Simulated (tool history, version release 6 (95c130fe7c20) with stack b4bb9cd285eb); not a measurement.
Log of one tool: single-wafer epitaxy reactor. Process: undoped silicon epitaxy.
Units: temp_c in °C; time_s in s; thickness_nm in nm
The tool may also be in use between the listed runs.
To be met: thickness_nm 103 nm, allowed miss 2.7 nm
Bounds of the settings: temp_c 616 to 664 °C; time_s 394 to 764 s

run	hour	temp_c	time_s	thickness_nm
1	0	640	579	73.969
2	4.2	650	579	92.087
3	6.7	650	517	82.63
4	10.9	653	518	88.548
5	13.8	653	439	75.163
6	21.7	656	449	82.142
7	27.6	658	456	87.071
8	30.7	660	461	91.711
9	36.6	661	465	94.634
10	41.7	662	468	97.27
11	50.7	663	470	100.38

Which of these 4 next moves meets every target?
A	59.7	664	441	?
B	59.7	657	526	?
C	59.7	658	537	?
D	59.7	661	474	?

move	thickness_nm
A	95.92
B	98.108
C	102.4
D	96.553
A: further off than the last run
B: further off than the last run
C: meets every target
D: further off than the last run
The right move is C.
